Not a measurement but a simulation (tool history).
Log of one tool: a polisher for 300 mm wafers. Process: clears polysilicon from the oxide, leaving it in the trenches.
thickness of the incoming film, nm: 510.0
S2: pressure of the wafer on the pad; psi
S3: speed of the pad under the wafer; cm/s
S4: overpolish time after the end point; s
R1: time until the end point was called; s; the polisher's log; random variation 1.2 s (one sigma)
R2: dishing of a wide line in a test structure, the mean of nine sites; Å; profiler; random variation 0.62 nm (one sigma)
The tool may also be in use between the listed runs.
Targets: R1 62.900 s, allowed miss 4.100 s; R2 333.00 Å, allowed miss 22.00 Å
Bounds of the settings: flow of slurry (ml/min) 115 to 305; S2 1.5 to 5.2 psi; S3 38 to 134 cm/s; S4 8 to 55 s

Run 1, hour 0.0: flow of slurry (ml/min) 195, S2 3.3 psi, S3 86 cm/s, S4 28 s. Result: R1 38.057 s, R2 371.10 Å.
Run 2, hour 1.0: flow of slurry (ml/min) 195, S2 2.9 psi, S3 86 cm/s, S4 28 s. Result: R1 44.463 s, R2 358.86 Å.
Run 3, hour 2.4: flow of slurry (ml/min) 215, S2 2.9 psi, S3 86 cm/s, S4 28 s. Result: R1 42.416 s, R2 368.05 Å.
Run 4, hour 5.6: flow of slurry (ml/min) 215, S2 2.9 psi, S3 86 cm/s, S4 18 s. Result: R1 44.166 s, R2 372.82 Å.
Run 5, hour 12.4: flow of slurry (ml/min) 255, S2 2.9 psi, S3 86 cm/s, S4 18 s. Result: R1 41.608 s, R2 360.29 Å.
Run 6, hour 13.2: flow of slurry (ml/min) 285, S2 2.9 psi, S3 86 cm/s, S4 18 s. Result: R1 42.123 s, R2 368.82 Å.
Run 7, hour 20.6: flow of slurry (ml/min) 270, S2 2.7 psi, S3 86 cm/s, S4 18 s. Result: R1 44.458 s, R2 371.81 Å.
Run 8, hour 24.6: flow of slurry (ml/min) 260, S2 2.7 psi, S3 80 cm/s, S4 21 s. Result: R1 48.112 s, R2 373.38 Å.
At hour 32.1: head pressure recalibrated.
Run 9, hour 32.1: flow of slurry (ml/min) 240, S2 2.5 psi, S3 84 cm/s, S4 20 s. Result: R1 51.812 s, R2 367.46 Å.
Run 10, hour 34.5: flow of slurry (ml/min) 225, S2 2.3 psi, S3 88 cm/s, S4 22 s. Result: R1 54.177 s, R2 368.15 Å.
Run 11, hour 37.9: flow of slurry (ml/min) 260, S2 1.8 psi, S3 82 cm/s, S4 12 s. Result: R1 69.437 s, R2 332.33 Å.
Run 12, hour 38.5: flow of slurry (ml/min) 260, S2 1.8 psi, S3 82 cm/s, S4 11 s. Result: R1 66.489 s, R2 331.55 Å.

4 next moves are on the table. One of them brings every result within its allowed miss. Which?
Run A, hour 39.1: flow of slurry (ml/min) 210, S2 2.5 psi, S3 60 cm/s, S4 15 s. Result: R1 ?, R2 ?.
Run B, hour 39.1: flow of slurry (ml/min) 215, S2 1.8 psi, S3 80 cm/s, S4 15 s. Result: R1 ?, R2 ?.
Run C, hour 39.1: flow of slurry (ml/min) 270, S2 1.8 psi, S3 76 cm/s, S4 12 s. Result: R1 ?, R2 ?.
Run D, hour 39.1: flow of slurry (ml/min) 235, S2 1.9 psi, S3 86 cm/s, S4 10 s. Result: R1 ?, R2 ?.

move      R1      R2
   A  71.845  351.86
   B  70.273  353.23
   C  72.210  334.40
   D  62.306  331.22
A: further off than the last run
B: further off than the last run
C: further off than the last run
D: meets every target
Move D is the one to make.
